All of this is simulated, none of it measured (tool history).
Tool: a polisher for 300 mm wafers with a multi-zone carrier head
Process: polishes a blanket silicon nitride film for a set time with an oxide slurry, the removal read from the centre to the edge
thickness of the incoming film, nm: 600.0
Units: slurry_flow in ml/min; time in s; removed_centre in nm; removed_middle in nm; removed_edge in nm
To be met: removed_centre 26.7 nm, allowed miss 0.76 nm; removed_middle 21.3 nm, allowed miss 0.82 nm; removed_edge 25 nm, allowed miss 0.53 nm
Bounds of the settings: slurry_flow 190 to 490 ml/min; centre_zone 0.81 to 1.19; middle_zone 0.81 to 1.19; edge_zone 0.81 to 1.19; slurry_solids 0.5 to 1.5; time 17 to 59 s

run	day	slurry_flow	centre_zone	middle_zone	edge_zone	slurry_solids	time	removed_centre	removed_middle	removed_edge
1	0	315	1	1	1	1	38	37.411	38.616	36.902
2	0.242	300	1.02	0.94	1.01	0.85	36	32.72	31.288	31.434
3	0.354	300	1.02	0.94	1.01	0.85	31	27.726	26.872	27.211
4	0.546	340	1.02	0.94	1.01	0.85	31	28.228	26.707	27.274
5	0.662	385	1.02	0.94	1.01	0.85	31	28.746	27.487	27.699
6	1.012	385	0.96	0.94	1.01	0.85	31	27.233	26.606	27.873
7	1.262	415	0.98	0.9	1.02	0.8	31	26.834	24.985	26.963
8	1.425	430	1	0.87	1.03	0.75	31	26.062	23.444	26.28

4 next moves are on the table. One of them brings every result within its allowed miss. Which?
A	1.588	350	0.96	0.81	1.07	0.65	34	?	?	?
B	1.588	400	1.08	0.81	1.04	0.6	35	?	?	?
C	1.588	415	1.01	0.81	1.11	0.65	33	?	?	?
D	1.588	420	1.09	0.82	0.98	0.8	28	?	?	?

move	removed_centre	removed_middle	removed_edge
A	24.147	22.149	25.713
B	26.542	21.589	24.669
C	25.012	21.765	25.673
D	26.578	21.625	23.748
A: further off than the last run
B: meets every target
C: brings the result that was furthest off to its target, and leaves another outside
D: brings the result that was furthest off to its target, and leaves another outside
The right move is B.
